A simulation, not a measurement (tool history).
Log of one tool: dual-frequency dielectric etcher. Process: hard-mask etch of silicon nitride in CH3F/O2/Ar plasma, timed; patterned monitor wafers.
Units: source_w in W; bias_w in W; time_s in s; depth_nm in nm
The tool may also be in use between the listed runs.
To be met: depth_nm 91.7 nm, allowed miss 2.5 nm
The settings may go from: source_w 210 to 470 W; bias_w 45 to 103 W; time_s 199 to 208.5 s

| run | hour | source_w | bias_w | time_s | depth_nm |
|---|---|---|---|---|---|
| 1 | 0 | 340 | 74 | 199 | 117.51 |
| 2 | 3.2 | 320 | 70 | 199 | 113.77 |
| 3 | 6.4 | 300 | 66 | 199 | 107.27 |
| 4 | 7.6 | 300 | 66 | 208.5 | 113.03 |
| 5 | 8.2 | 320 | 66 | 208.5 | 115.41 |
| 6 | 17.1 | 320 | 72 | 208.5 | 119.9 |
| 7 | 19.6 | 310 | 68 | 207 | 115 |
| 8 | 23.1 | 300 | 65 | 206 | 111.07 |
| 9 | 25.9 | 290 | 62 | 205 | 107.23 |
| 10 | 33.4 | 280 | 60 | 204.5 | 104.61 |
| 11 | 40.1 | 270 | 58 | 204 | 101.58 |
| 12 | 45 | 220 | 49 | 201.5 | 87.762 |

Which of these 4 next moves meets every target?
| A | 49.9 | 210 | 45 | 200 | ? |
| B | 49.9 | 290 | 45 | 205.5 | ? |
| C | 49.9 | 210 | 50 | 199 | ? |
| D | 49.9 | 210 | 45 | 205 | ? |

| move | depth_nm |
|---|---|
| A | 82.912 |
| B | 92.866 |
| C | 86.775 |
| D | 84.985 |
A: further off than the last run
B: meets every target
C: further off than the last run
D: further off than the last run
Move B is the one to make.
